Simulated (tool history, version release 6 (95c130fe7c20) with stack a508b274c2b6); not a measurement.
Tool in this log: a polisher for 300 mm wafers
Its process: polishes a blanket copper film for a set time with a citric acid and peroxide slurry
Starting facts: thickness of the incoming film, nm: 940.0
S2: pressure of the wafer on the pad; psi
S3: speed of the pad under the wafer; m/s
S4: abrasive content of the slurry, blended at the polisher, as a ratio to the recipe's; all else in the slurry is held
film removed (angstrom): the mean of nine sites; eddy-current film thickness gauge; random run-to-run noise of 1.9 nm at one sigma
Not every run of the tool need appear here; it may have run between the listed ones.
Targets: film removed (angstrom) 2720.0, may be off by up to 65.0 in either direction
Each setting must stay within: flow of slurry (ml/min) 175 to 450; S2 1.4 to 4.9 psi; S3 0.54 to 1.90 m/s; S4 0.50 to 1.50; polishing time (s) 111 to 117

Run 1, hour 0.0: flow of slurry (ml/min) 290, S2 3.1 psi, S3 1.22 m/s, S4 1.00, polishing time (s) 111. Result: film removed (angstrom) 2812.1.
Run 2, hour 4.1: flow of slurry (ml/min) 290, S2 2.6 psi, S3 1.22 m/s, S4 1.00, polishing time (s) 111. Result: film removed (angstrom) 2351.5.
Run 3, hour 12.2: flow of slurry (ml/min) 295, S2 2.7 psi, S3 1.22 m/s, S4 1.00, polishing time (s) 111. Result: film removed (angstrom) 2430.7.
Run 4, hour 15.5: flow of slurry (ml/min) 235, S2 2.7 psi, S3 1.22 m/s, S4 1.00, polishing time (s) 111. Result: film removed (angstrom) 2366.7.
Run 5, hour 24.3: flow of slurry (ml/min) 235, S2 2.7 psi, S3 1.22 m/s, S4 1.00, polishing time (s) 117. Result: film removed (angstrom) 2528.9.
Run 6, hour 25.2: flow of slurry (ml/min) 245, S2 2.7 psi, S3 1.22 m/s, S4 1.00, polishing time (s) 117. Result: film removed (angstrom) 2515.2.
Run 7, hour 29.1: flow of slurry (ml/min) 245, S2 3.0 psi, S3 1.22 m/s, S4 1.00, polishing time (s) 117. Result: film removed (angstrom) 2777.0.
Run 8, hour 34.5: flow of slurry (ml/min) 240, S2 3.0 psi, S3 1.22 m/s, S4 1.00, polishing time (s) 117. Result: film removed (angstrom) 2778.4.

Next run, 5 choices. One meets every target within its allowed miss, the rest don't. Which?
Run A, hour 39.9: flow of slurry (ml/min) 220, S2 2.9 psi, S3 1.36 m/s, S4 1.05, polishing time (s) 113. Result: film removed (angstrom) ?.
Run B, hour 39.9: flow of slurry (ml/min) 200, S2 3.7 psi, S3 1.04 m/s, S4 1.00, polishing time (s) 117. Result: film removed (angstrom) ?.
Run C, hour 39.9: flow of slurry (ml/min) 375, S2 2.9 psi, S3 1.22 m/s, S4 1.00, polishing time (s) 117. Result: film removed (angstrom) ?.
Run D, hour 39.9: flow of slurry (ml/min) 225, S2 3.1 psi, S3 1.22 m/s, S4 0.95, polishing time (s) 117. Result: film removed (angstrom) ?.
Run E, hour 39.9: flow of slurry (ml/min) 245, S2 3.2 psi, S3 1.06 m/s, S4 1.20, polishing time (s) 117. Result: film removed (angstrom) ?.

move  film removed (angstrom)
   A                   2907.7
   B                   2868.1
   C                   2834.2
   D                   2837.2
   E                   2716.9
A: the biggest miss grows against the last run
B: the biggest miss grows against the last run
C: the biggest miss grows against the last run
D: the biggest miss grows against the last run
E: in spec on every target
The move that meets every target is E.
